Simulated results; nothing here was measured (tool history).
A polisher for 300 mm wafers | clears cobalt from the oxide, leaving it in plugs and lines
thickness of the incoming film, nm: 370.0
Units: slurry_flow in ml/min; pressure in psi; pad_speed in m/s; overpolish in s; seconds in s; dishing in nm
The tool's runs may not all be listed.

Run 1, hour 0: slurry_flow 185 ml/min, pressure 1.4 psi, pad_speed 0.94 m/s, overpolish 11 s. Result: seconds 104.76 s, dishing 29.894 nm.
Run 2, hour 7: slurry_flow 180 ml/min, pressure 1.2 psi, pad_speed 0.94 m/s, overpolish 12 s. Result: seconds 121.72 s, dishing 28.398 nm.
Run 3, hour 14: slurry_flow 175 ml/min, pressure 1.1 psi, pad_speed 0.94 m/s, overpolish 12 s. Result: seconds 135.8 s, dishing 26.488 nm.
Run 4, hour 20: slurry_flow 170 ml/min, pressure 1 psi, pad_speed 0.94 m/s, overpolish 12 s. Result: seconds 152.21 s, dishing 24.38 nm.
Run 5, hour 25: slurry_flow 160 ml/min, pressure 1 psi, pad_speed 0.94 m/s, overpolish 12 s. Result: seconds 150.95 s, dishing 24.102 nm.
Run 6, hour 31.2: slurry_flow 155 ml/min, pressure 0.9 psi, pad_speed 0.94 m/s, overpolish 12 s. Result: seconds 167.14 s, dishing 22.26 nm.
Run 7, hour 34.3: slurry_flow 150 ml/min, pressure 0.9 psi, pad_speed 0.94 m/s, overpolish 12 s. Result: seconds 165.39 s, dishing 21.769 nm.
Run 8, hour 42.6: slurry_flow 145 ml/min, pressure 0.6 psi, pad_speed 0.94 m/s, overpolish 14 s. Result: seconds 249.21 s, dishing 17.46 nm.
Run 9, hour 48.1: slurry_flow 145 ml/min, pressure 0.7 psi, pad_speed 0.94 m/s, overpolish 14 s. Result: seconds 217.04 s, dishing 20.709 nm.
Run 10, hour 55.7: slurry_flow 175 ml/min, pressure 0.8 psi, pad_speed 0.94 m/s, overpolish 13 s. Result: seconds 183 s, dishing 22.387 nm.

The next listed run, before its measurement:
Run 11, hour 60.8: slurry_flow 150 ml/min, pressure 0.8 psi, pad_speed 0.94 m/s, overpolish 14 s. Result: seconds ?, dishing ?.

Run 11 gave seconds 187.39 s, dishing 22.89 nm.
